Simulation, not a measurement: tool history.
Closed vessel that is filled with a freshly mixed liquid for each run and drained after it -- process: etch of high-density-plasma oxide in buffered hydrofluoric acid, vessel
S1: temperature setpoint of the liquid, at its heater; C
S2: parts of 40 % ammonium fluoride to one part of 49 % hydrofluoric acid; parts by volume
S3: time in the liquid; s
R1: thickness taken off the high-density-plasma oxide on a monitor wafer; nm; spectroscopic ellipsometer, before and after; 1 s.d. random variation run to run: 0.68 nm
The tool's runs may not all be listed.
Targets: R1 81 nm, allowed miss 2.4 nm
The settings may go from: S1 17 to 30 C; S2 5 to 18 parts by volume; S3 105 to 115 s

run  hour    S1    S2   S3      R1
  1     0    22    11  105  127.06
  2     1  21.5  11.5  105  117.66
  3   9.3  20.5  11.5  105  112.69
  4  12.3  20.5  11.5  105  110.28
  5    15    23  11.5  105  128.22
  6  22.1  19.5  11.5  105  103.61
  7  29.1    19  11.5  105  102.35
  8  31.1  18.5  11.5  105  100.03
  9  36.5  17.5  12.5  105  87.487

Exercise: of the 4 proposed moves below, exactly one satisfies all targets within the stated allowed misses. Which move is it?
  A  41.9  17    15  110   ?
  B  41.9  17  14.5  110   ?
  C  41.9  17    13  105   ?
  D  41.9  20    18  115   ?

move      R1
   A  73.499
   B  75.992
   C  80.752
   D  76.091
A: carries the result that was furthest off beyond its target, to the other side
B: carries the result that was furthest off beyond its target, to the other side
C: all results in spec
D: carries the result that was furthest off beyond its target, to the other side
Correct choice: C, which meets every target
